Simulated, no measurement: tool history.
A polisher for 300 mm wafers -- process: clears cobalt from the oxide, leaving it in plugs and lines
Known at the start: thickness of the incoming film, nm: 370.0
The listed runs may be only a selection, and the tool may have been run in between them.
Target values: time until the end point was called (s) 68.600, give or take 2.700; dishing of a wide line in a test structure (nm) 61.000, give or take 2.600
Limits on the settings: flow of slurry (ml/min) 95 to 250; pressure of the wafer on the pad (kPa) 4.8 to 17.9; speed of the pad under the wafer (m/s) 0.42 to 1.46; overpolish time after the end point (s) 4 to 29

| run | day | flow of slurry (ml/min) | pressure of the wafer on the pad (kPa) | speed of the pad under the wafer (m/s) | overpolish time after the end point (s) | time until the end point was called (s) | dishing of a wide line in a test structure (nm) |
|---|---|---|---|---|---|---|---|
| 1 | 0.000 | 160 | 11.0 | 0.94 | 15 | 90.121 | 38.208 |
| 2 | 0.058 | 160 | 11.7 | 0.94 | 17 | 87.676 | 43.628 |
| 3 | 0.250 | 160 | 11.7 | 0.78 | 17 | 103.730 | 38.837 |
| 4 | 0.333 | 160 | 11.7 | 0.90 | 17 | 91.807 | 42.035 |
| 5 | 0.596 | 165 | 13.1 | 0.90 | 18 | 81.989 | 46.984 |
| 6 | 0.683 | 165 | 13.1 | 1.10 | 18 | 67.228 | 52.924 |
| 7 | 0.804 | 165 | 13.1 | 1.10 | 19 | 67.093 | 52.561 |
|  | 1.071 | head pressure recalibrated |
| 8 | 1.071 | 165 | 13.1 | 1.10 | 20 | 62.395 | 58.103 |
| 9 | 1.250 | 165 | 13.1 | 1.10 | 20 | 62.148 | 56.522 |
| 10 | 1.358 | 160 | 12.4 | 1.08 | 22 | 64.961 | 56.581 |
| 11 | 1.588 | 165 | 12.4 | 1.06 | 23 | 67.092 | 56.255 |

Which single option among these 4 for the next run brings every result within its allowed miss of target? Just one does.
| A | 1.817 | 155 | 13.1 | 1.00 | 27 | ? | ? |
| B | 1.817 | 170 | 16.5 | 0.78 | 20 | ? | ? |
| C | 1.817 | 135 | 15.9 | 0.96 | 23 | ? | ? |
| D | 1.817 | 130 | 13.1 | 1.06 | 20 | ? | ? |

| move | time until the end point was called (s) | dishing of a wide line in a test structure (nm) |
|---|---|---|
| A | 67.406 | 62.070 |
| B | 68.233 | 54.681 |
| C | 60.654 | 60.796 |
| D | 66.043 | 55.471 |
A: all results in spec
B: misses by more than the last run did
C: corrects the largest miss of the last run, while another result sits out of spec
D: misses by more than the last run did
Move A is the one to make.

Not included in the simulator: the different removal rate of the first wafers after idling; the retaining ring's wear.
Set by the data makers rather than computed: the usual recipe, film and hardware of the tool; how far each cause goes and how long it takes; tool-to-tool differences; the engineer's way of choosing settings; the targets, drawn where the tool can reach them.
